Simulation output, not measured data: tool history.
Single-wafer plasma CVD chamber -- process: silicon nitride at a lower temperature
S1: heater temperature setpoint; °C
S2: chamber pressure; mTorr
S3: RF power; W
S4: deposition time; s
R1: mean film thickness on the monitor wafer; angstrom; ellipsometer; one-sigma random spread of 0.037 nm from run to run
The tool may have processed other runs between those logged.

| run | day | S1 | S2 | S3 | S4 | R1 |
|---|---|---|---|---|---|---|
| 1 | 0 | 360 | 1910 | 235 | 13.2 | 135.93 |
| 2 | 0.138 | 360 | 1910 | 235 | 12.5 | 129.38 |
| 3 | 0.325 | 360 | 1640 | 235 | 12.5 | 124.75 |
| 4 | 0.538 | 355 | 1640 | 235 | 12.5 | 125.21 |
| 5 | 0.871 | 355 | 1780 | 235 | 12.5 | 127.76 |
| 6 | 1.121 | 355 | 1670 | 225 | 12.5 | 121.83 |
| 7 | 1.212 | 355 | 1580 | 220 | 12.5 | 119.55 |
| 8 | 1.425 | 355 | 1510 | 215 | 12.5 | 115.13 |
| 9 | 1.583 | 355 | 1450 | 215 | 12.5 | 114.26 |

Predict the results of run 10:
| 10 | 1.879 | 355 | 1400 | 215 | 12.5 | ? |

R1: 113.62 angstrom
